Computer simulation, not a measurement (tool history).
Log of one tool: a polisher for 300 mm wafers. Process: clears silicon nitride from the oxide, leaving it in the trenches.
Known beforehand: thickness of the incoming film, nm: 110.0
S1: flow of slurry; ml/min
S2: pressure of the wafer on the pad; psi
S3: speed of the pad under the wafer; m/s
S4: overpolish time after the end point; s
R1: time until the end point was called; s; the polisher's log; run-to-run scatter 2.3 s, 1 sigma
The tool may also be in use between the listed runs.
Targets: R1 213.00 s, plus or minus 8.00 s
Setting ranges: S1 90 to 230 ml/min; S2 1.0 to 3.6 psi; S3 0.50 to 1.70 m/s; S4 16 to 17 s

| run | hour | S1 | S2 | S3 | S4 | R1 |
|---|---|---|---|---|---|---|
| 1 | 0.0 | 150 | 2.3 | 1.10 | 16 | 147.60 |
| 2 | 4.5 | 150 | 2.2 | 1.10 | 16 | 153.39 |
| 3 | 5.3 | 150 | 2.8 | 1.10 | 16 | 121.48 |
| 4 | 8.4 | 150 | 2.8 | 1.24 | 16 | 107.72 |
| 5 | 11.0 | 150 | 2.4 | 1.24 | 16 | 126.25 |
| 6 | 13.4 | 150 | 2.4 | 1.24 | 17 | 127.70 |
| 7 | 19.1 | 150 | 2.3 | 1.24 | 17 | 133.89 |
| 8 | 20.2 | 150 | 2.2 | 1.24 | 17 | 135.82 |
| 9 | 24.5 | 150 | 2.1 | 1.24 | 17 | 143.03 |
| 10 | 25.6 | 150 | 2.0 | 1.24 | 17 | 147.75 |

Which of these 5 next moves meets every target?
| A | 26.7 | 195 | 1.7 | 1.08 | 17 | ? |
| B | 26.7 | 145 | 1.6 | 1.20 | 17 | ? |
| C | 26.7 | 135 | 1.4 | 1.12 | 16 | ? |
| D | 26.7 | 140 | 1.6 | 1.20 | 16 | ? |
| E | 26.7 | 110 | 1.9 | 0.96 | 16 | ? |

| move | R1 |
|---|---|
| A | 193.76 |
| B | 192.38 |
| C | 235.98 |
| D | 193.30 |
| E | 210.64 |
A: closer than the last run, but not yet in spec
B: closer than the last run, but not yet in spec
C: carries the result that was furthest off beyond its target, to the other side
D: closer than the last run, but not yet in spec
E: in spec on every target
So the answer is move E, the one that meets all the targets.

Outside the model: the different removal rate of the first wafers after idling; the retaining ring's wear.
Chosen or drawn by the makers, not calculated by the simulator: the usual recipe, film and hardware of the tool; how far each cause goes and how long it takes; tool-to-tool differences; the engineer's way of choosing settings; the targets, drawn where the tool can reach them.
